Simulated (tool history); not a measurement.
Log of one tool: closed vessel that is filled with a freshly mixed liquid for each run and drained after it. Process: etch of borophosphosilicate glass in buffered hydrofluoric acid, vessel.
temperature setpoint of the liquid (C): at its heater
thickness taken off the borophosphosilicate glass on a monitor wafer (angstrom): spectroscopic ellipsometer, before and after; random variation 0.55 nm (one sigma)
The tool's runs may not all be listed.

run  hour  temperature setpoint of the liquid (C)  parts of 40 % ammonium fluoride to one part of 49 % hydrofluoric acid (parts by volume)  time in the liquid (s)  thickness taken off the borophosphosilicate glass on a monitor wafer (angstrom)
  1   0.0                                    21.0                                                                                      7.0                      85                                                                           1748.0
  2   3.2                                    21.0                                                                                      7.0                      85                                                                           1766.8
  3   6.5                                    21.0                                                                                      5.0                      85                                                                           2347.7
  4  15.4                                    21.0                                                                                      6.0                      85                                                                           2005.6
  5  23.6                                    21.0                                                                                      6.0                      85                                                                           2011.6
  6  29.1                                    21.0                                                                                      6.0                      95                                                                           2242.9

Run 7 comes next. What will it give?
  7  37.2                                    20.5                                                                                      6.5                      95                                                                                ?

Run 7 gave thickness taken off the borophosphosilicate glass on a monitor wafer (angstrom) 2042.5.
